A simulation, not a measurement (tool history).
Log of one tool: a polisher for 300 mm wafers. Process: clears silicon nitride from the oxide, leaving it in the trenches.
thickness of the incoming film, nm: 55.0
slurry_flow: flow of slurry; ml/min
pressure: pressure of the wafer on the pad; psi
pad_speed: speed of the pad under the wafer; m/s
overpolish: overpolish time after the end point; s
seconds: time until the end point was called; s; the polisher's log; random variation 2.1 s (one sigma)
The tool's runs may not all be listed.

run,hour,slurry_flow,pressure,pad_speed,overpolish,seconds
1,0,190,2.2,0.96,4,85.553
2,1.9,190,2.2,1.2,4,67.487
3,10.3,210,2.2,1.2,4,68.139
4,12,210,1.9,1.1,4,81.812
5,16.5,210,1.9,1.22,4,74.54
6,17.9,210,1.9,1.22,4,72.428
7,19.7,210,1.6,1.08,4,95.86

The next listed run, before its measurement:
8,23.8,210,1.4,1,4,?

{"run 8": {"seconds": 114}}

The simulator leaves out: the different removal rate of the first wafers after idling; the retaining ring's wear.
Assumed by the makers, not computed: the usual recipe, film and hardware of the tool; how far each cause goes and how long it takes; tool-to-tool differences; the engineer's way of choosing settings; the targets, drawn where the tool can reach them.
